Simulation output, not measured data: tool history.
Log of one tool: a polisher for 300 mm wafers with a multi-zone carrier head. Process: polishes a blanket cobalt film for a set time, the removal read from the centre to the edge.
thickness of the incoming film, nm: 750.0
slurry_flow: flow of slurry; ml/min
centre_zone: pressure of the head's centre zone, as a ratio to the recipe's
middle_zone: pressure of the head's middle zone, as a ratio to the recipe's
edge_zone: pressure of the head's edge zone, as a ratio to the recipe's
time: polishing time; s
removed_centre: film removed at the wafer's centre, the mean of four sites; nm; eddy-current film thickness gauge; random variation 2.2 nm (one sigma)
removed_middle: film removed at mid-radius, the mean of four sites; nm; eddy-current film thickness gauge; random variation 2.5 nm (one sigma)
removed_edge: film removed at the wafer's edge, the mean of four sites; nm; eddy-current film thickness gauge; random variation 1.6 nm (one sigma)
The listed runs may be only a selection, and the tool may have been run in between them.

run,hour,slurry_flow,centre_zone,middle_zone,edge_zone,time,removed_centre,removed_middle,removed_edge
1,0.0,125,1.00,1.00,1.00,42,264.05,284.15,276.65
2,2.0,125,1.00,1.00,0.95,42,265.48,272.53,269.38
3,2.6,120,0.98,1.01,0.93,41,253.71,274.62,259.74
4,8.4,120,1.04,1.01,0.93,41,264.52,270.14,258.47
5,12.3,120,1.04,1.01,0.93,33,215.59,217.21,208.98
6,17.2,120,1.04,1.01,0.93,23,149.71,150.14,144.81
7,23.7,120,1.03,1.02,0.97,25,156.80,165.72,159.87
8,24.9,125,1.04,1.03,1.00,26,169.97,178.31,170.70
9,26.2,130,1.03,1.03,1.03,27,177.57,184.97,177.93
10,31.9,130,1.03,1.03,1.03,27,178.50,184.16,182.35
11,38.1,140,1.02,1.05,1.06,27,178.86,190.12,186.63
12,45.2,140,1.02,1.05,1.06,27,175.95,187.79,185.13
13,49.0,145,1.02,1.07,1.08,27,179.86,194.24,187.22
14,50.7,150,1.01,1.07,1.10,28,185.34,200.31,197.46
15,56.9,185,0.98,1.13,1.19,29,190.47,226.35,216.36

Run 16 comes next. What will it give?
16,60.7,185,0.98,1.12,1.19,29,?,?,?

removed_centre: 187.99 nm
removed_middle: 225.06 nm
removed_edge: 213.29 nm

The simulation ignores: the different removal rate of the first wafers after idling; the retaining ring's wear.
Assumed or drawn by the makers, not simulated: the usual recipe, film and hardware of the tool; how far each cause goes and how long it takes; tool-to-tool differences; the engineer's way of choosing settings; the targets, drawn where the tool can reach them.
